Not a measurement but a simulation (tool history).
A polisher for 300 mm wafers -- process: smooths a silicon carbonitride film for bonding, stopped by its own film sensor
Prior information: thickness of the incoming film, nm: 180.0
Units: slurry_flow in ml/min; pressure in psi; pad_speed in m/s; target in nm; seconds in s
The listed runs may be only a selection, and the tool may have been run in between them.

run  hour  slurry_flow  pressure  pad_speed  slurry_solids  target  seconds
  1     0          290         2       0.96              1     153   114.65
  2   7.1          290         2       0.96           1.15     153   106.62
  3   9.1          290       1.9       0.96           1.15     153   114.61
  4  11.1          290       1.8       0.96           1.15     153   119.24
  5  19.2          290       1.7       0.96           1.15     153    126.4
  6  22.4          290       1.9       0.96           1.15     153   114.96
  7  29.2          290       1.8       0.96           1.15     153   115.55

Estimate the outcome of run 8 from the log above:
  8  36.5          290       1.7       0.96           1.15     153        ?

seconds: 126 s
